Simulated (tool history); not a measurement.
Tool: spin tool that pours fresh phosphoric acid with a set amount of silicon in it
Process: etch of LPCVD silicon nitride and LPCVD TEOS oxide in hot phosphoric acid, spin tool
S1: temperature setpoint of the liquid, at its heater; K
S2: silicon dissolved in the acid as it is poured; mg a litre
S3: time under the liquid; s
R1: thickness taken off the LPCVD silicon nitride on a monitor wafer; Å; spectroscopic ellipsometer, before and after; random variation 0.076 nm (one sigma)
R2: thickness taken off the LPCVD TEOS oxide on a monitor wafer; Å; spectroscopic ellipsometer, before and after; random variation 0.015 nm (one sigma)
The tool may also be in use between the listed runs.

{"run": 1, "hour": 0.0, "S1": 432.15, "S2": 17, "S3": 180, "R1": 143.12, "R2": 2.0121}
{"run": 2, "hour": 1.7, "S1": 431.65, "S2": 13, "S3": 160, "R1": 126.4, "R2": 2.2423}
{"run": 3, "hour": 4.2, "S1": 431.15, "S2": 12.5, "S3": 145, "R1": 110.22, "R2": 1.7847}
{"run": 4, "hour": 7.2, "S1": 431.15, "S2": 3.5, "S3": 145, "R1": 110.42, "R2": 1.7821}
{"run": 5, "hour": 10.9, "S1": 431.15, "S2": 3.5, "S3": 95, "R1": 72.58, "R2": 1.4228}
{"run": 6, "hour": 17.1, "S1": 431.15, "S2": 12.5, "S3": 95, "R1": 72.439, "R2": 1.2762}
{"run": 7, "hour": 24.9, "S1": 432.15, "S2": 11.5, "S3": 100, "R1": 79.159, "R2": 1.2713}
{"run": 8, "hour": 25.7, "S1": 432.15, "S2": 8, "S3": 105, "R1": 84.237, "R2": 1.4172}
{"run": 9, "hour": 29.2, "S1": 432.15, "S2": 5.5, "S3": 105, "R1": 82.521, "R2": 1.6354}
{"run": 10, "hour": 32.9, "S1": 432.65, "S2": 6.5, "S3": 105, "R1": 85.007, "R2": 1.6031}
{"run": 11, "hour": 38.4, "S1": 433.15, "S2": 6.5, "S3": 105, "R1": 85.968, "R2": 1.5544}
{"run": 12, "hour": 39.5, "S1": 433.65, "S2": 5, "S3": 105, "R1": 87.467, "R2": 1.7015}

The next listed run, before its measurement:
{"run": 13, "hour": 47.8, "S1": 434.65, "S2": 5.5, "S3": 110, "R1": "?", "R2": "?"}

Run 13 gave R1 94.887 Å, R2 1.9276 Å.
